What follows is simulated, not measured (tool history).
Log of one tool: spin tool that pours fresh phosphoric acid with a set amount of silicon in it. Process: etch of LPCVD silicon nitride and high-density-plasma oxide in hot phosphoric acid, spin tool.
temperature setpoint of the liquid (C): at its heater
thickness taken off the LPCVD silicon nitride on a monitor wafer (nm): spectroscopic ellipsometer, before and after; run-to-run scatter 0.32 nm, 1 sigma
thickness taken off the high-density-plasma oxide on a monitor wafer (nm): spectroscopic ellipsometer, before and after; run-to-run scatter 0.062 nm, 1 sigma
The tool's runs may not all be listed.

run,hour,temperature setpoint of the liquid (C),silicon dissolved in the acid as it is poured (mg a litre),time under the liquid (s),thickness taken off the LPCVD silicon nitride on a monitor wafer (nm),thickness taken off the high-density-plasma oxide on a monitor wafer (nm)
1,0,164,8.5,180,16.783,0.52658
2,4.4,164,8.5,125,11.569,0.35073
3,10.6,164,13,125,11.606,0.32681
4,18.2,164.5,12.5,140,13.463,0.39885
5,24,165,12.5,150,14.429,0.39964
6,28.1,165,12.5,210,20.413,0.55407
7,30.9,165.5,11.5,215,20.831,0.70918
8,38.9,165.5,11.5,225,22.102,0.6642
9,42.5,165.5,11.5,225,21.958,0.58161
10,46.2,168,6,300,31.913,1.1401
11,52.7,168,6,305,32.63,1.298

Run 12 is up next; what results do you expect?
12,53.6,168,6.5,305,?,?

{"run 12": {"thickness taken off the LPCVD silicon nitride on a monitor wafer (nm)": 31.866, "thickness taken off the high-density-plasma oxide on a monitor wafer (nm)": 1.2671}}

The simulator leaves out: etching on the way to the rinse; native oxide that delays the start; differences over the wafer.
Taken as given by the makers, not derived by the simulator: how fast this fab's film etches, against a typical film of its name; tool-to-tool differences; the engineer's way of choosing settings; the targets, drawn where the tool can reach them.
